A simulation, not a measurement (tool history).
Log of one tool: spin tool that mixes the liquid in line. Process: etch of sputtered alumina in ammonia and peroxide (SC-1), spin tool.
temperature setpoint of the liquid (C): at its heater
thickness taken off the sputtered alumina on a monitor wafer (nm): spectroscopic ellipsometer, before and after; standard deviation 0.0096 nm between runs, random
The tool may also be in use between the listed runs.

run  hour  temperature setpoint of the liquid (C)  parts of 29 % ammonia solution to one part of 30 % peroxide (parts by volume)  time under the liquid (s)  thickness taken off the sputtered alumina on a monitor wafer (nm)
  1     0                                      48                                                                            0.8                         65                                                             2.3752
  2   1.6                                      55                                                                            0.8                         65                                                             3.4435
  3   9.1                                      52                                                                            0.8                         65                                                              2.935
  4    17                                    49.5                                                                            0.8                         65                                                              2.571
  5  18.4                                    47.5                                                                            0.8                         65                                                             2.2986
  6  20.6                                      46                                                                            0.8                         65                                                             2.1212
     26.7  -- new drum of ammonia solution connected
  7  26.7                                    44.5                                                                            0.8                         65                                                               1.94

Run 8 has not been measured yet. What should we expect?
  8  27.2                                    43.5                                                                            0.8                         65                                                                  ?

Run 8 came out at thickness taken off the sputtered alumina on a monitor wafer (nm) 1.8613.

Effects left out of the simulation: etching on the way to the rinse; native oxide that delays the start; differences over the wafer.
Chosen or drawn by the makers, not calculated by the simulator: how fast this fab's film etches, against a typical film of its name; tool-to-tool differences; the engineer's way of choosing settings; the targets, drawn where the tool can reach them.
